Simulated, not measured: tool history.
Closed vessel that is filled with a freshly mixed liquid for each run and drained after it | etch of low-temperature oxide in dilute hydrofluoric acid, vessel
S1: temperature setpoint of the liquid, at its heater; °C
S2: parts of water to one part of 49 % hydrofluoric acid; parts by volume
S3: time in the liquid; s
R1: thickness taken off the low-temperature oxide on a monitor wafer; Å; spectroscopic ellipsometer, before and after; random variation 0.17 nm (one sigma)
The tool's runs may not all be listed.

run	hour	S1	S2	S3	R1
1	0	20	140	100	121.53
2	7.5	20	170	100	98.558
3	13.6	17.5	170	100	88.151
4	21.2	17.5	135	100	115.64
5	24.5	20	115	100	152.23
6	27.9	20	115	105	160.41

Run 7 comes next. What will it give?
7	36.1	22	105	105	?

{"run 7": {"R1": 193.16}}
